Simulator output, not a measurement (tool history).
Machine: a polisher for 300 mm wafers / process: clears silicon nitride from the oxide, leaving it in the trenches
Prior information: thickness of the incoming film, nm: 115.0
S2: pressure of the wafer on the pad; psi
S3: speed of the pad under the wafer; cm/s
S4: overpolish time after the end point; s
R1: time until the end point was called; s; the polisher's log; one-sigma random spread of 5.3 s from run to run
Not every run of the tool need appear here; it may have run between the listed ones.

{"run": 1, "day": 0.0, "flow of slurry (ml/min)": 160, "S2": 2.8, "S3": 94, "S4": 47, "R1": 151.66}
{"run": 2, "day": 0.312, "flow of slurry (ml/min)": 160, "S2": 2.8, "S3": 94, "S4": 47, "R1": 153.64}
{"run": 3, "day": 0.379, "flow of slurry (ml/min)": 180, "S2": 2.8, "S3": 94, "S4": 47, "R1": 157.64}
{"run": 4, "day": 0.592, "flow of slurry (ml/min)": 180, "S2": 2.4, "S3": 94, "S4": 47, "R1": 171.64}
{"run": 5, "day": 0.846, "flow of slurry (ml/min)": 155, "S2": 2.4, "S3": 94, "S4": 47, "R1": 178.75}
{"run": 6, "day": 1.188, "flow of slurry (ml/min)": 155, "S2": 2.4, "S3": 94, "S4": 47, "R1": 181.03}
{"run": 7, "day": 1.492, "flow of slurry (ml/min)": 155, "S2": 2.2, "S3": 94, "S4": 47, "R1": 195.35}
{"run": 8, "day": 1.838, "flow of slurry (ml/min)": 155, "S2": 2.2, "S3": 94, "S4": 47, "R1": 187.12}
{"day": 1.938, "done": "head pressure recalibrated"}
{"run": 9, "day": 1.938, "flow of slurry (ml/min)": 155, "S2": 2.1, "S3": 92, "S4": 47, "R1": 187.95}
{"run": 10, "day": 2.292, "flow of slurry (ml/min)": 155, "S2": 2.0, "S3": 86, "S4": 47, "R1": 207.45}
{"run": 11, "day": 2.479, "flow of slurry (ml/min)": 155, "S2": 1.9, "S3": 84, "S4": 47, "R1": 222.35}

Expected results for the next run?
{"run": 12, "day": 2.521, "flow of slurry (ml/min)": 155, "S2": 1.8, "S3": 82, "S4": 47, "R1": "?"}

R1: 237.61 s

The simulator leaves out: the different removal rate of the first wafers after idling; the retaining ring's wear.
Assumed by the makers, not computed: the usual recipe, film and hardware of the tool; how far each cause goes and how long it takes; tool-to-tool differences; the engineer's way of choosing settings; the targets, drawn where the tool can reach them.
